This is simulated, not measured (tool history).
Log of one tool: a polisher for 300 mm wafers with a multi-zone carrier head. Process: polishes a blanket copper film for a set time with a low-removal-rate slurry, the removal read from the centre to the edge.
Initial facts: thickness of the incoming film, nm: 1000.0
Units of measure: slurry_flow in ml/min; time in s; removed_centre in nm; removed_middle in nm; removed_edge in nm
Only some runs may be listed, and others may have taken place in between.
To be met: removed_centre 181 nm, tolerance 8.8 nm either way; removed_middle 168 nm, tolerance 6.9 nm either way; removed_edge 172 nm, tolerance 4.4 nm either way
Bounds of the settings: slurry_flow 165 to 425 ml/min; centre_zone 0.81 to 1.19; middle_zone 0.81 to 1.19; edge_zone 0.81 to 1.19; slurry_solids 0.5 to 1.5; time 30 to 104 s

{"run": 1, "day": 0.0, "slurry_flow": 275, "centre_zone": 1, "middle_zone": 1, "edge_zone": 1, "slurry_solids": 1, "time": 67, "removed_centre": 262.16, "removed_middle": 260.47, "removed_edge": 262.43}
{"run": 2, "day": 0.246, "slurry_flow": 335, "centre_zone": 1, "middle_zone": 1, "edge_zone": 1, "slurry_solids": 1, "time": 67, "removed_centre": 277.4, "removed_middle": 264.42, "removed_edge": 267.97}
{"run": 3, "day": 0.558, "slurry_flow": 330, "centre_zone": 0.99, "middle_zone": 0.98, "edge_zone": 0.97, "slurry_solids": 0.9, "time": 63, "removed_centre": 249.45, "removed_middle": 234.28, "removed_edge": 242.75}
{"run": 4, "day": 0.758, "slurry_flow": 325, "centre_zone": 0.99, "middle_zone": 0.98, "edge_zone": 0.94, "slurry_solids": 0.8, "time": 61, "removed_centre": 231.25, "removed_middle": 223.09, "removed_edge": 229.09}
{"day": 0.942, "done": "worn pad replaced by a new one"}
{"run": 5, "day": 0.942, "slurry_flow": 325, "centre_zone": 0.99, "middle_zone": 0.95, "edge_zone": 0.94, "slurry_solids": 0.8, "time": 61, "removed_centre": 252.78, "removed_middle": 245.75, "removed_edge": 248.28}
{"run": 6, "day": 1.004, "slurry_flow": 325, "centre_zone": 0.99, "middle_zone": 0.95, "edge_zone": 0.94, "slurry_solids": 1, "time": 61, "removed_centre": 265.82, "removed_middle": 251.04, "removed_edge": 257.3}
{"run": 7, "day": 1.271, "slurry_flow": 335, "centre_zone": 1.01, "middle_zone": 0.99, "edge_zone": 0.98, "slurry_solids": 0.9, "time": 60, "removed_centre": 264.45, "removed_middle": 246.03, "removed_edge": 254.95}
{"run": 8, "day": 1.354, "slurry_flow": 305, "centre_zone": 0.96, "middle_zone": 0.91, "edge_zone": 0.88, "slurry_solids": 0.65, "time": 42, "removed_centre": 165.88, "removed_middle": 153.32, "removed_edge": 158.7}
{"run": 9, "day": 1.679, "slurry_flow": 320, "centre_zone": 0.96, "middle_zone": 0.92, "edge_zone": 0.89, "slurry_solids": 0.65, "time": 42, "removed_centre": 162.43, "removed_middle": 159.53, "removed_edge": 161.02}

Consider the 5 candidate settings below. Which is the only one whose results all fall within their allowed miss of target?
{"run": "A", "day": 2.004, "slurry_flow": 325, "centre_zone": 0.99, "middle_zone": 0.93, "edge_zone": 0.91, "slurry_solids": 0.75, "time": 43, "removed_centre": "?", "removed_middle": "?", "removed_edge": "?"}
{"run": "B", "day": 2.004, "slurry_flow": 400, "centre_zone": 0.89, "middle_zone": 1.14, "edge_zone": 0.81, "slurry_solids": 0.5, "time": 45, "removed_centre": "?", "removed_middle": "?", "removed_edge": "?"}
{"run": "C", "day": 2.004, "slurry_flow": 410, "centre_zone": 0.93, "middle_zone": 0.95, "edge_zone": 0.92, "slurry_solids": 0.9, "time": 44, "removed_centre": "?", "removed_middle": "?", "removed_edge": "?"}
{"run": "D", "day": 2.004, "slurry_flow": 425, "centre_zone": 1.03, "middle_zone": 1.19, "edge_zone": 0.81, "slurry_solids": 0.7, "time": 42, "removed_centre": "?", "removed_middle": "?", "removed_edge": "?"}
{"run": "E", "day": 2.004, "slurry_flow": 415, "centre_zone": 1.02, "middle_zone": 1.19, "edge_zone": 0.81, "slurry_solids": 0.75, "time": 42, "removed_centre": "?", "removed_middle": "?", "removed_edge": "?"}

move=A removed_centre=178.11 removed_middle=165.93 removed_edge=169.21
move=B removed_centre=165.61 removed_middle=184.15 removed_edge=160.85
move=C removed_centre=184.22 removed_middle=180.67 removed_edge=182.16
move=D removed_centre=181.16 removed_middle=186.56 removed_edge=158.97
move=E removed_centre=181.74 removed_middle=188.47 removed_edge=160.65
A: in spec on every target
B: roughly where the last run was
C: takes the biggest miss from the last run beyond its target
D: lands further from the targets than the last run did
E: lands further from the targets than the last run did
Move A is the one to make.
